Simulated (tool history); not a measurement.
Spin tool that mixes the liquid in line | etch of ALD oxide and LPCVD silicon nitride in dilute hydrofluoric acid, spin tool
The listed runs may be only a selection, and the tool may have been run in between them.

run	hour	temperature setpoint of the liquid (K)	parts of water to one part of 49 % hydrofluoric acid (parts by volume)	time under the liquid (s)	thickness taken off the ALD oxide on a monitor wafer (Å)	thickness taken off the LPCVD silicon nitride on a monitor wafer (Å)
1	0.0	298.15	100	180	179.20	9.6478
2	5.5	298.15	100	130	131.89	6.7205
3	9.0	298.15	75	130	181.30	8.7606
4	11.0	295.15	75	130	162.52	7.3982
5	18.2	297.65	75	130	177.87	8.6648
6	26.4	295.65	75	130	163.40	7.4856

Run 7 is up next; what results do you expect?
7	35.0	295.65	90	130	?	?

Run 7 came out at thickness taken off the ALD oxide on a monitor wafer (Å) 135.93, thickness taken off the LPCVD silicon nitride on a monitor wafer (Å) 6.2225.

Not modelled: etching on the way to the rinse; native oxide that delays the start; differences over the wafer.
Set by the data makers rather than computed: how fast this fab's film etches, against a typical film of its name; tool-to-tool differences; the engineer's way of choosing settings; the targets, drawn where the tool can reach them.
